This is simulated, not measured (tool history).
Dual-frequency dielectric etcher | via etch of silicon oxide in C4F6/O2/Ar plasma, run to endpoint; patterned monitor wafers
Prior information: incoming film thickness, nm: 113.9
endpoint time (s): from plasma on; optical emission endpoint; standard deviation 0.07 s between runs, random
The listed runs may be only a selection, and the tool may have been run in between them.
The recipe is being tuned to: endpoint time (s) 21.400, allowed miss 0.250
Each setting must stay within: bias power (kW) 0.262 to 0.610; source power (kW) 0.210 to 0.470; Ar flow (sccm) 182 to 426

{"run": 1, "day": 0.0, "bias power (kW)": 0.436, "source power (kW)": 0.34, "Ar flow (sccm)": 304, "endpoint time (s)": 26.041}
{"run": 2, "day": 0.283, "bias power (kW)": 0.494, "source power (kW)": 0.34, "Ar flow (sccm)": 304, "endpoint time (s)": 24.388}
{"run": 3, "day": 0.438, "bias power (kW)": 0.518, "source power (kW)": 0.34, "Ar flow (sccm)": 304, "endpoint time (s)": 23.963}
{"run": 4, "day": 0.629, "bias power (kW)": 0.537, "source power (kW)": 0.35, "Ar flow (sccm)": 303, "endpoint time (s)": 23.17}
{"run": 5, "day": 0.8, "bias power (kW)": 0.552, "source power (kW)": 0.35, "Ar flow (sccm)": 303, "endpoint time (s)": 22.937}
{"run": 6, "day": 1.092, "bias power (kW)": 0.521, "source power (kW)": 0.35, "Ar flow (sccm)": 303, "endpoint time (s)": 23.677}
{"run": 7, "day": 1.192, "bias power (kW)": 0.539, "source power (kW)": 0.35, "Ar flow (sccm)": 302, "endpoint time (s)": 23.075}
{"run": 8, "day": 1.388, "bias power (kW)": 0.554, "source power (kW)": 0.35, "Ar flow (sccm)": 302, "endpoint time (s)": 22.98}
{"run": 9, "day": 1.675, "bias power (kW)": 0.566, "source power (kW)": 0.35, "Ar flow (sccm)": 301, "endpoint time (s)": 22.542}
{"run": 10, "day": 1.938, "bias power (kW)": 0.575, "source power (kW)": 0.35, "Ar flow (sccm)": 301, "endpoint time (s)": 22.51}
{"run": 11, "day": 2.004, "bias power (kW)": 0.575, "source power (kW)": 0.35, "Ar flow (sccm)": 301, "endpoint time (s)": 22.558}
{"run": 12, "day": 2.112, "bias power (kW)": 0.582, "source power (kW)": 0.35, "Ar flow (sccm)": 300, "endpoint time (s)": 22.385}
{"run": 13, "day": 2.362, "bias power (kW)": 0.588, "source power (kW)": 0.35, "Ar flow (sccm)": 299, "endpoint time (s)": 22.279}
{"run": 14, "day": 2.579, "bias power (kW)": 0.593, "source power (kW)": 0.35, "Ar flow (sccm)": 298, "endpoint time (s)": 22.237}

Which single option among these 4 for the next run brings every result within its allowed miss of target? Just one does.
{"run": "A", "day": 2.796, "bias power (kW)": 0.561, "source power (kW)": 0.43, "Ar flow (sccm)": 304, "endpoint time (s)": "?"}
{"run": "B", "day": 2.796, "bias power (kW)": 0.563, "source power (kW)": 0.34, "Ar flow (sccm)": 315, "endpoint time (s)": "?"}
{"run": "C", "day": 2.796, "bias power (kW)": 0.579, "source power (kW)": 0.32, "Ar flow (sccm)": 315, "endpoint time (s)": "?"}
{"run": "D", "day": 2.796, "bias power (kW)": 0.551, "source power (kW)": 0.32, "Ar flow (sccm)": 316, "endpoint time (s)": "?"}

move=A endpoint_time_(s)=21.384
move=B endpoint_time_(s)=23.131
move=C endpoint_time_(s)=23.270
move=D endpoint_time_(s)=23.826
A: every result lands within tolerance
B: lands further from the targets than the last run did
C: lands further from the targets than the last run did
D: lands further from the targets than the last run did
The move that meets every target is A.
